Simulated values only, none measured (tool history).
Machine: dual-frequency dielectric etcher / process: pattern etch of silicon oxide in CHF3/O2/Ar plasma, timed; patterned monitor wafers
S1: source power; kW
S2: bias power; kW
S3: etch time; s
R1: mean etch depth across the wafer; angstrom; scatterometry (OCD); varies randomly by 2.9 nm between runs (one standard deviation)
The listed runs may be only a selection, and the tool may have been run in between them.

run,hour,S1,S2,S3,R1
1,0.0,0.820,0.193,433.5,10042.0
2,6.1,0.720,0.193,433.5,9567.8
3,9.5,0.720,0.193,400.5,8814.6
4,14.7,0.730,0.193,400.5,8890.9
5,19.9,0.730,0.193,433.5,9601.5
6,22.6,0.710,0.192,433.5,9499.7
7,30.3,0.690,0.191,433.5,9354.7

The next listed run, before its measurement:
8,31.7,0.680,0.191,433.5,?

R1: 9321.1 angstrom
